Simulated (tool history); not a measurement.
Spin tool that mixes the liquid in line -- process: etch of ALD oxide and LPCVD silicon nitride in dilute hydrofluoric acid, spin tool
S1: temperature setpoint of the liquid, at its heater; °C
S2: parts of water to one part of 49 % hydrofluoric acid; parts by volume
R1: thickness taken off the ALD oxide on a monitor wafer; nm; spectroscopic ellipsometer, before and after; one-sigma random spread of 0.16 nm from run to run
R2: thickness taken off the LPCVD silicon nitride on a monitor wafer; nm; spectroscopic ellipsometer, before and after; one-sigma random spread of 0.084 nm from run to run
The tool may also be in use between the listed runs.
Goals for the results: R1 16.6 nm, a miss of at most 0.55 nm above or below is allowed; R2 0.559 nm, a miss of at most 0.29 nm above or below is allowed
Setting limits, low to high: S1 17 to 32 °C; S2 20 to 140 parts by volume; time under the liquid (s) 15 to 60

{"run": 1, "hour": 0.0, "S1": 24, "S2": 75, "time under the liquid (s)": 30, "R1": 4.6359, "R2": 0.18625}
{"run": 2, "hour": 5.4, "S1": 27.5, "S2": 75, "time under the liquid (s)": 30, "R1": 5.3585, "R2": 0.29121}
{"run": 3, "hour": 11.7, "S1": 31, "S2": 75, "time under the liquid (s)": 30, "R1": 6.0591, "R2": 0.36242}
{"run": 4, "hour": 19.2, "S1": 30.5, "S2": 60, "time under the liquid (s)": 30, "R1": 7.5743, "R2": 0.48322}
{"run": 5, "hour": 26.5, "S1": 32, "S2": 60, "time under the liquid (s)": 30, "R1": 8.1165, "R2": 0.35577}
{"run": 6, "hour": 28.2, "S1": 32, "S2": 60, "time under the liquid (s)": 35, "R1": 9.3037, "R2": 0.45753}
{"run": 7, "hour": 31.1, "S1": 32, "S2": 50, "time under the liquid (s)": 35, "R1": 11.393, "R2": 0.74273}
{"run": 8, "hour": 36.4, "S1": 29.5, "S2": 25, "time under the liquid (s)": 40, "R1": 25.106, "R2": 1.3799}
{"run": 9, "hour": 42.1, "S1": 27.5, "S2": 30, "time under the liquid (s)": 40, "R1": 18.741, "R2": 0.74345}
{"run": 10, "hour": 45.4, "S1": 26.5, "S2": 30, "time under the liquid (s)": 40, "R1": 18.062, "R2": 0.70849}
{"run": 11, "hour": 49.1, "S1": 26, "S2": 30, "time under the liquid (s)": 40, "R1": 18.144, "R2": 0.63347}
{"run": 12, "hour": 56.9, "S1": 25.5, "S2": 30, "time under the liquid (s)": 40, "R1": 17.382, "R2": 0.64547}

5 next moves are on the table. One of them brings every result within its allowed miss. Which?
{"run": "A", "hour": 64.7, "S1": 17, "S2": 30, "time under the liquid (s)": 60, "R1": "?", "R2": "?"}
{"run": "B", "hour": 64.7, "S1": 31, "S2": 40, "time under the liquid (s)": 45, "R1": "?", "R2": "?"}
{"run": "C", "hour": 64.7, "S1": 29, "S2": 30, "time under the liquid (s)": 35, "R1": "?", "R2": "?"}
{"run": "D", "hour": 64.7, "S1": 19, "S2": 30, "time under the liquid (s)": 50, "R1": "?", "R2": "?"}
{"run": "E", "hour": 64.7, "S1": 20, "S2": 20, "time under the liquid (s)": 35, "R1": "?", "R2": "?"}

move=A R1=17.954 R2=0.53736
move=B R1=17.823 R2=0.78824
move=C R1=17.357 R2=0.71374
move=D R1=16.328 R2=0.51619
move=E R1=18.138 R2=0.57182
A: further off than the last run
B: further off than the last run
C: no better and no worse than the last run
D: in spec on every target
E: further off than the last run
Go with D: it meets all targets.
